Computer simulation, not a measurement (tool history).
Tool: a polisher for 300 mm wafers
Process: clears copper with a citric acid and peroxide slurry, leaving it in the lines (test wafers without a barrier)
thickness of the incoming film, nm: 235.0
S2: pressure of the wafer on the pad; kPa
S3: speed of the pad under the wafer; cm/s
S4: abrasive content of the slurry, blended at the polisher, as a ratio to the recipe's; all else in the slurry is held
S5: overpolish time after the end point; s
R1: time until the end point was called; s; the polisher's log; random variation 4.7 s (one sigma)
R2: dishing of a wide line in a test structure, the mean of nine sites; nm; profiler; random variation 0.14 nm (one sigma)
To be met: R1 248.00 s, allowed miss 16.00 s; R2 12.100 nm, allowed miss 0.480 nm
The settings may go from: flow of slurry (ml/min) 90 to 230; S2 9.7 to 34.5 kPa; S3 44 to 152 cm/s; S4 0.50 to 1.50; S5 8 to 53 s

{"run": 1, "day": 0.0, "flow of slurry (ml/min)": 150, "S2": 22.1, "S3": 98, "S4": 1.0, "S5": 27, "R1": 119.08, "R2": 40.526}
{"run": 2, "day": 0.375, "flow of slurry (ml/min)": 150, "S2": 19.3, "S3": 98, "S4": 1.0, "S5": 27, "R1": 130.23, "R2": 35.386}
{"run": 3, "day": 0.75, "flow of slurry (ml/min)": 155, "S2": 18.6, "S3": 92, "S4": 1.0, "S5": 25, "R1": 138.05, "R2": 31.03}
{"run": 4, "day": 0.992, "flow of slurry (ml/min)": 155, "S2": 18.6, "S3": 92, "S4": 0.85, "S5": 25, "R1": 141.35, "R2": 29.825}
{"run": 5, "day": 1.271, "flow of slurry (ml/min)": 170, "S2": 18.6, "S3": 92, "S4": 0.85, "S5": 25, "R1": 148.07, "R2": 30.058}
{"run": 6, "day": 1.588, "flow of slurry (ml/min)": 165, "S2": 17.9, "S3": 88, "S4": 0.85, "S5": 24, "R1": 151.16, "R2": 26.833}
{"run": 7, "day": 1.792, "flow of slurry (ml/min)": 165, "S2": 17.2, "S3": 84, "S4": 0.85, "S5": 23, "R1": 162.02, "R2": 24.32}
{"run": 8, "day": 1.962, "flow of slurry (ml/min)": 165, "S2": 16.5, "S3": 80, "S4": 0.85, "S5": 22, "R1": 174.48, "R2": 21.799}
{"run": 9, "day": 2.262, "flow of slurry (ml/min)": 165, "S2": 15.9, "S3": 78, "S4": 0.85, "S5": 21, "R1": 189.33, "R2": 19.831}
{"run": 10, "day": 2.388, "flow of slurry (ml/min)": 165, "S2": 15.2, "S3": 78, "S4": 0.85, "S5": 20, "R1": 201.63, "R2": 18.086}
{"run": 11, "day": 2.529, "flow of slurry (ml/min)": 165, "S2": 15.2, "S3": 78, "S4": 0.85, "S5": 19, "R1": 206.42, "R2": 17.222}
{"run": 12, "day": 2.9, "flow of slurry (ml/min)": 165, "S2": 15.2, "S3": 78, "S4": 0.85, "S5": 18, "R1": 207.73, "R2": 16.533}
{"run": 13, "day": 2.975, "flow of slurry (ml/min)": 170, "S2": 13.8, "S3": 78, "S4": 0.75, "S5": 16, "R1": 220.46, "R2": 13.277}

4 next moves are on the table. One of them brings every result within its allowed miss. Which?
{"run": "A", "day": 3.05, "flow of slurry (ml/min)": 170, "S2": 13.1, "S3": 74, "S4": 0.7, "S5": 16, "R1": "?", "R2": "?"}
{"run": "B", "day": 3.05, "flow of slurry (ml/min)": 180, "S2": 14.5, "S3": 86, "S4": 0.8, "S5": 15, "R1": "?", "R2": "?"}
{"run": "C", "day": 3.05, "flow of slurry (ml/min)": 160, "S2": 13.1, "S3": 54, "S4": 0.7, "S5": 18, "R1": "?", "R2": "?"}
{"run": "D", "day": 3.05, "flow of slurry (ml/min)": 160, "S2": 12.4, "S3": 94, "S4": 0.8, "S5": 13, "R1": "?", "R2": "?"}

move=A R1=256.54 R2=12.038
move=B R1=200.47 R2=14.322
move=C R1=318.68 R2=10.959
move=D R1=221.39 R2=11.353
A: meets every target
B: further off than the last run
C: takes the result that was furthest off past its target
D: takes the result that was furthest off past its target
Move A is the one to make.
